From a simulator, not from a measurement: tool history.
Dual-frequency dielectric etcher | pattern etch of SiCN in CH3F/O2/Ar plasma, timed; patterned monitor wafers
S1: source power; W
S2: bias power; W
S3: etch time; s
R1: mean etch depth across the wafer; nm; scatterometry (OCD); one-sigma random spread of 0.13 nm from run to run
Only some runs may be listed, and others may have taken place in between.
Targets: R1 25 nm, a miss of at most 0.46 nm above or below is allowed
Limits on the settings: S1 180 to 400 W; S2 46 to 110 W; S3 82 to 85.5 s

run  hour   S1  S2  S3      R1
  1     0  290  78  82  28.088
  2   5.5  310  78  82  28.476
  3  12.2  310  78  82  28.107
  4  18.8  300  74  82   27.72
  5  21.4  280  72  82  27.342
  6  28.4  230  72  82  26.224
  7  36.4  220  71  82   26.22
  8  37.7  220  69  82  25.594

5 candidate next runs follow, results not yet known. Just one meets every target within its allowed miss. Identify it.
  A    39  210  70  83.5   ?
  B    39  210  76    84   ?
  C    39  180  70    82   ?
  D    39  230  70    82   ?
  E    39  180  69  85.5   ?

move      R1
   A  26.013
   B  26.634
   C   24.82
   D  26.012
   E  25.801
A: lands further from the targets than the last run did
B: lands further from the targets than the last run did
C: hits every target within its allowed miss
D: lands further from the targets than the last run did
E: lands further from the targets than the last run did
So the answer is move C, the one that meets all the targets.

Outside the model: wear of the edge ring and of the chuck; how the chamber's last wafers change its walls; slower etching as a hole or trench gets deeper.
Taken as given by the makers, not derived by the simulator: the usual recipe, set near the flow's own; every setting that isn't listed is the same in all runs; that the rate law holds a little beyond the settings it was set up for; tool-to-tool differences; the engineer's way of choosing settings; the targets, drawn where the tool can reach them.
